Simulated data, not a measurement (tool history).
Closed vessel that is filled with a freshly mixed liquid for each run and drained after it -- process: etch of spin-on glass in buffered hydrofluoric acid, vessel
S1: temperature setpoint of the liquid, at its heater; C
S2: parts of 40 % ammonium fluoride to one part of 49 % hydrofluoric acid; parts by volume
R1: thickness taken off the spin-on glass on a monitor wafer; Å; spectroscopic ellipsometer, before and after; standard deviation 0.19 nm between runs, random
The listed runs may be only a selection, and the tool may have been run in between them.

{"run": 1, "hour": 0.0, "S1": 22.0, "S2": 18.5, "time in the liquid (s)": 30, "R1": 476.77}
{"run": 2, "hour": 7.9, "S1": 21.5, "S2": 19.0, "time in the liquid (s)": 30, "R1": 454.6}
{"run": 3, "hour": 16.2, "S1": 21.5, "S2": 23.0, "time in the liquid (s)": 30, "R1": 388.37}
{"run": 4, "hour": 20.6, "S1": 21.5, "S2": 23.0, "time in the liquid (s)": 30, "R1": 388.92}
{"run": 5, "hour": 22.9, "S1": 21.0, "S2": 23.0, "time in the liquid (s)": 30, "R1": 382.35}
{"run": 6, "hour": 27.1, "S1": 20.5, "S2": 23.0, "time in the liquid (s)": 30, "R1": 367.98}
{"run": 7, "hour": 34.6, "S1": 20.5, "S2": 23.0, "time in the liquid (s)": 30, "R1": 368.33}

Forecast run 8:
{"run": 8, "hour": 36.0, "S1": 20.0, "S2": 23.0, "time in the liquid (s)": 30, "R1": "?"}

Run 8 yielded R1 364.44 Å.

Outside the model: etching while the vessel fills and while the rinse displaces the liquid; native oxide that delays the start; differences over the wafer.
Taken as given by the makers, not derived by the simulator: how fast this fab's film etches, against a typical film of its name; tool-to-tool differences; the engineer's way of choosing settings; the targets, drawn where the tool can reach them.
